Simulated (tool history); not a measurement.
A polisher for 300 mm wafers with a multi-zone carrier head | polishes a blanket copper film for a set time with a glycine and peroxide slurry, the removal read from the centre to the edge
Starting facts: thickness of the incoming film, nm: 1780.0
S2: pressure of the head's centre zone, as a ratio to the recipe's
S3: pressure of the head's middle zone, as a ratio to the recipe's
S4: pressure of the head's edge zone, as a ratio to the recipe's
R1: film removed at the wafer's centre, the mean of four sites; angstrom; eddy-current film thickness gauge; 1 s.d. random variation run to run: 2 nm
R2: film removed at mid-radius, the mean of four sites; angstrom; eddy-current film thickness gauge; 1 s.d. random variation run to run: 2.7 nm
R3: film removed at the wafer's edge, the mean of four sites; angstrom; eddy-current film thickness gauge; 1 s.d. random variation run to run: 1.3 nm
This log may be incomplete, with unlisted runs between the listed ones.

{"run": 1, "day": 0.0, "flow of slurry (ml/min)": 265, "S2": 1, "S3": 1, "S4": 1, "polishing time (s)": 41, "R1": 1690.6, "R2": 1661.6, "R3": 1665.7}
{"run": 2, "day": 0.133, "flow of slurry (ml/min)": 265, "S2": 1, "S3": 1, "S4": 1, "polishing time (s)": 50, "R1": 2092.6, "R2": 2064.9, "R3": 2039.3}
{"run": 3, "day": 0.467, "flow of slurry (ml/min)": 270, "S2": 1, "S3": 1.01, "S4": 1, "polishing time (s)": 50, "R1": 2098.3, "R2": 2108, "R3": 2024.8}
{"run": 4, "day": 0.725, "flow of slurry (ml/min)": 275, "S2": 1, "S3": 1.02, "S4": 1, "polishing time (s)": 50, "R1": 2069.2, "R2": 2045.3, "R3": 2036.5}
{"run": 5, "day": 0.75, "flow of slurry (ml/min)": 275, "S2": 1, "S3": 1.02, "S4": 0.94, "polishing time (s)": 50, "R1": 2111.8, "R2": 2068.4, "R3": 2012.1}
{"run": 6, "day": 0.854, "flow of slurry (ml/min)": 270, "S2": 1, "S3": 1.04, "S4": 0.94, "polishing time (s)": 50, "R1": 2079, "R2": 2141.8, "R3": 1985.2}

The next listed run, before its measurement:
{"run": 7, "day": 1.004, "flow of slurry (ml/min)": 270, "S2": 1, "S3": 1.05, "S4": 0.94, "polishing time (s)": 50, "R1": "?", "R2": "?", "R3": "?"}

{"run 7": {"R1": 2096.6, "R2": 2112.8, "R3": 1978.9}}
